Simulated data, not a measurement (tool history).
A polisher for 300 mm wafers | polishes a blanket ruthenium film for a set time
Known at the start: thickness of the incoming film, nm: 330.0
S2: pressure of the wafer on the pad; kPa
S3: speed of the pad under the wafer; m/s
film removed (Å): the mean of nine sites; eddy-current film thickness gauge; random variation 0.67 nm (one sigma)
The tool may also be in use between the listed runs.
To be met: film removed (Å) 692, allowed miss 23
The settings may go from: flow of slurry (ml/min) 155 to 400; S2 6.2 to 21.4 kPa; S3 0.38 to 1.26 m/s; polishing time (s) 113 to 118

{"run": 1, "day": 0.0, "flow of slurry (ml/min)": 255, "S2": 13.8, "S3": 0.82, "polishing time (s)": 113, "film removed (Å)": 971.02}
{"run": 2, "day": 0.25, "flow of slurry (ml/min)": 255, "S2": 13.1, "S3": 0.82, "polishing time (s)": 113, "film removed (Å)": 921.59}
{"run": 3, "day": 0.279, "flow of slurry (ml/min)": 290, "S2": 13.1, "S3": 0.82, "polishing time (s)": 113, "film removed (Å)": 945.25}
{"run": 4, "day": 0.421, "flow of slurry (ml/min)": 285, "S2": 12.4, "S3": 0.82, "polishing time (s)": 113, "film removed (Å)": 905.27}
{"run": 5, "day": 0.75, "flow of slurry (ml/min)": 275, "S2": 11.7, "S3": 0.82, "polishing time (s)": 113, "film removed (Å)": 863.31}
{"run": 6, "day": 0.779, "flow of slurry (ml/min)": 320, "S2": 11.7, "S3": 0.82, "polishing time (s)": 113, "film removed (Å)": 871.52}
{"run": 7, "day": 1.104, "flow of slurry (ml/min)": 320, "S2": 11, "S3": 0.82, "polishing time (s)": 113, "film removed (Å)": 834.85}
{"run": 8, "day": 1.183, "flow of slurry (ml/min)": 320, "S2": 10.3, "S3": 0.82, "polishing time (s)": 113, "film removed (Å)": 792.8}
{"run": 9, "day": 1.354, "flow of slurry (ml/min)": 320, "S2": 9.7, "S3": 0.82, "polishing time (s)": 113, "film removed (Å)": 748.73}
{"run": 10, "day": 1.488, "flow of slurry (ml/min)": 315, "S2": 9.7, "S3": 0.82, "polishing time (s)": 113, "film removed (Å)": 744.59}
{"run": 11, "day": 1.567, "flow of slurry (ml/min)": 310, "S2": 9.7, "S3": 0.82, "polishing time (s)": 113, "film removed (Å)": 734.43}
{"run": 12, "day": 1.888, "flow of slurry (ml/min)": 305, "S2": 9.7, "S3": 0.82, "polishing time (s)": 113, "film removed (Å)": 748.47}

4 next moves are on the table. One of them brings every result within its allowed miss. Which?
{"run": "A", "day": 2.208, "flow of slurry (ml/min)": 270, "S2": 10.3, "S3": 0.86, "polishing time (s)": 118, "film removed (Å)": "?"}
{"run": "B", "day": 2.208, "flow of slurry (ml/min)": 315, "S2": 9.7, "S3": 0.88, "polishing time (s)": 117, "film removed (Å)": "?"}
{"run": "C", "day": 2.208, "flow of slurry (ml/min)": 305, "S2": 8.3, "S3": 0.76, "polishing time (s)": 113, "film removed (Å)": "?"}
{"run": "D", "day": 2.208, "flow of slurry (ml/min)": 375, "S2": 9, "S3": 0.76, "polishing time (s)": 116, "film removed (Å)": "?"}

move=A film_removed_(Å)=821.6
move=B film_removed_(Å)=795.96
move=C film_removed_(Å)=624.06
move=D film_removed_(Å)=690.94
A: further off than the last run
B: further off than the last run
C: takes the result that was furthest off past its target
D: meets every target
Answer: D

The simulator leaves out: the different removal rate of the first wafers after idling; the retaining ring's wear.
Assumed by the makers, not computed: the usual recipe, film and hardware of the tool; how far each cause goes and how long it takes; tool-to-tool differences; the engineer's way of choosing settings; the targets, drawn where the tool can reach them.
